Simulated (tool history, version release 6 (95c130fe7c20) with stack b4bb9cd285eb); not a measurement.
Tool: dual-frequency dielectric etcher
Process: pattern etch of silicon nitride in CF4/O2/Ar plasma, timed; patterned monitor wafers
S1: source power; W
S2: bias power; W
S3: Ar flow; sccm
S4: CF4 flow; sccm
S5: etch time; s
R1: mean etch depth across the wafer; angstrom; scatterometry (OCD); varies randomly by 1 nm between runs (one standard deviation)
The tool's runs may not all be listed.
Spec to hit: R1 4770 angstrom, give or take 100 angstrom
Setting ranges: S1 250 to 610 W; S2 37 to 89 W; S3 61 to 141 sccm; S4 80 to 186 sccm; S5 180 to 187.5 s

{"run": 1, "hour": 0.0, "S1": 430, "S2": 63, "S3": 101, "S4": 133, "S5": 180, "R1": 3309.8}
{"run": 2, "hour": 3.9, "S1": 370, "S2": 63, "S3": 101, "S4": 133, "S5": 180, "R1": 2876}
{"run": 3, "hour": 7.3, "S1": 440, "S2": 64, "S3": 101, "S4": 133, "S5": 180, "R1": 3402.4}
{"run": 4, "hour": 15.3, "S1": 440, "S2": 73, "S3": 101, "S4": 133, "S5": 180, "R1": 3568.1}
{"run": 5, "hour": 23.8, "S1": 440, "S2": 73, "S3": 84, "S4": 133, "S5": 180, "R1": 3615.4}
{"run": 6, "hour": 25.8, "S1": 440, "S2": 73, "S3": 84, "S4": 153, "S5": 180, "R1": 3657.9}
{"run": 7, "hour": 34.0, "S1": 480, "S2": 73, "S3": 84, "S4": 153, "S5": 180, "R1": 3958.8}
{"run": 8, "hour": 39.7, "S1": 510, "S2": 73, "S3": 84, "S4": 153, "S5": 180, "R1": 4225.4}
{"run": 9, "hour": 45.0, "S1": 530, "S2": 73, "S3": 84, "S4": 153, "S5": 180, "R1": 4374.8}

Exercise: of the 4 proposed moves below, exactly one satisfies all targets within the stated allowed misses. Which move is it?
{"run": "A", "hour": 50.3, "S1": 480, "S2": 63, "S3": 111, "S4": 168, "S5": 185, "R1": "?"}
{"run": "B", "hour": 50.3, "S1": 490, "S2": 60, "S3": 79, "S4": 140, "S5": 182.5, "R1": "?"}
{"run": "C", "hour": 50.3, "S1": 450, "S2": 78, "S3": 87, "S4": 138, "S5": 183, "R1": "?"}
{"run": "D", "hour": 50.3, "S1": 570, "S2": 77, "S3": 117, "S4": 135, "S5": 187, "R1": "?"}

move=A R1=3836.8
move=B R1=3840.6
move=C R1=3840.2
move=D R1=4739
A: lands further from the targets than the last run did
B: lands further from the targets than the last run did
C: lands further from the targets than the last run did
D: all results in spec
Answer: D

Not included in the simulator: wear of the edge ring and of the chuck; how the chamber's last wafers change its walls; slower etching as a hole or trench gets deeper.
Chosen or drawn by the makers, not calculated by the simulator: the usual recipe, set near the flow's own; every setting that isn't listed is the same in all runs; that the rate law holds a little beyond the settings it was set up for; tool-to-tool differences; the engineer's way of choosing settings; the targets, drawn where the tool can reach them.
